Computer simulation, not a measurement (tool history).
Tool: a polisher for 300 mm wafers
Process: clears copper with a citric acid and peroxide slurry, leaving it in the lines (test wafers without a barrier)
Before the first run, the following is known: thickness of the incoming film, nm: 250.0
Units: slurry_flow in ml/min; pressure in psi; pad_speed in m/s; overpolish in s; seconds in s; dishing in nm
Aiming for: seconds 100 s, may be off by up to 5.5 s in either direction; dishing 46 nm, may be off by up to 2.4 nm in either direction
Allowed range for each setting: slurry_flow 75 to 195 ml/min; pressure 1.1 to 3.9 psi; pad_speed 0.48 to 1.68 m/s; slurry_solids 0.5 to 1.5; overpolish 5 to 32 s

run,hour,slurry_flow,pressure,pad_speed,slurry_solids,overpolish,seconds,dishing
1,0,125,2.5,1.08,1,16,101.75,26.2
2,3.3,125,2.5,0.84,1,16,128.96,21.828
3,6.5,125,2.7,0.84,1,18,123.28,25.135
4,9.2,125,2.7,1.02,1,18,104.16,30.179
5,16.1,125,2.8,1.02,1,19,101.99,32.506
6,21,125,2.8,0.8,1,19,124.97,26.608
7,21.8,125,3,0.8,1,20,119.42,28.664
8,29.7,125,3.1,0.82,1,21,115.28,31.519
9,30.6,125,3.2,0.82,1,22,111.82,33.864
10,37,125,3.3,0.82,1,23,110.03,36.687
11,40.4,135,3.6,0.82,1,26,103.55,42.446
12,46.1,130,3.7,0.82,1,26,99.18,42.102

4 candidate next runs follow, results not yet known. Just one meets every target within its allowed miss. Identify it.
A,51.8,125,3.9,0.94,0.95,24,?,?
B,51.8,160,3.5,0.86,0.9,28,?,?
C,51.8,95,3.8,0.72,1.5,30,?,?
D,51.8,145,3.8,0.88,1,28,?,?

move,seconds,dishing
A,87.164,45.056
B,98.141,46.29
C,107.6,45.537
D,90.097,49.946
A: the worst result of the last run now meets its target, but another is out of spec
B: all results in spec
C: the worst result of the last run now meets its target, but another is out of spec
D: carries the result that was furthest off beyond its target, to the other side
Answer: B
